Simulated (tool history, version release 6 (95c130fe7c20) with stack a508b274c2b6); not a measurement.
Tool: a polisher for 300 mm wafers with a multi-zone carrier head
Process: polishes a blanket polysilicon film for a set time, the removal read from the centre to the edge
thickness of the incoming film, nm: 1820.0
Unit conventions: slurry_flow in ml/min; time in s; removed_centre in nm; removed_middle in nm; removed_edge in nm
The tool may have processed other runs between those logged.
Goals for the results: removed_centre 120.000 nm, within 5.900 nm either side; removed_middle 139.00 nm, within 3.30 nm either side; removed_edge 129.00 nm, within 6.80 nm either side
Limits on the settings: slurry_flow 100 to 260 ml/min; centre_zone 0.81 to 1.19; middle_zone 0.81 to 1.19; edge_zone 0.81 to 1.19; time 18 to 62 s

run,hour,slurry_flow,centre_zone,middle_zone,edge_zone,time,removed_centre,removed_middle,removed_edge
1,0.0,165,1.00,1.00,1.00,40,252.670,229.67,237.79
2,2.7,155,0.94,1.01,0.95,33,200.000,190.67,189.41
3,10.3,140,0.90,1.04,0.96,29,162.780,166.88,171.50
4,17.3,140,0.90,1.00,0.96,29,160.260,163.82,165.54
5,18.3,140,0.90,1.00,0.93,29,159.760,164.03,167.55
6,20.6,165,0.90,1.00,0.93,29,160.710,166.00,165.78
7,27.6,200,0.81,1.04,0.88,18,97.353,108.82,102.26
8,28.6,195,0.83,1.08,0.93,19,102.020,116.88,106.39
9,36.9,180,0.85,1.10,0.98,20,107.250,124.32,120.62
10,42.2,215,0.92,1.19,1.01,20,118.840,133.93,121.11
11,50.4,215,0.91,1.19,1.02,20,119.490,136.00,118.87
12,59.0,205,0.91,1.19,1.04,20,120.940,134.71,123.30

Which single option among these 5 for the next run brings every result within its allowed miss of target? Just one does.
A,67.6,130,0.90,1.19,1.06,22,?,?,?
B,67.6,220,1.01,1.19,1.01,19,?,?,?
C,67.6,195,0.89,1.09,1.12,21,?,?,?
D,67.6,255,0.81,1.19,0.86,20,?,?,?
E,67.6,185,0.87,1.06,1.19,22,?,?,?

move,removed_centre,removed_middle,removed_edge
A,122.350,139.71,130.40
B,126.540,128.58,115.23
C,122.310,131.20,132.92
D,110.300,137.62,113.83
E,124.570,133.77,143.09
A: hits every target within its allowed miss
B: misses by more than the last run did
C: misses by more than the last run did
D: meets the target for the result that was furthest off, but another lies outside its allowed miss
E: misses by more than the last run did
Go with A: it meets all targets.

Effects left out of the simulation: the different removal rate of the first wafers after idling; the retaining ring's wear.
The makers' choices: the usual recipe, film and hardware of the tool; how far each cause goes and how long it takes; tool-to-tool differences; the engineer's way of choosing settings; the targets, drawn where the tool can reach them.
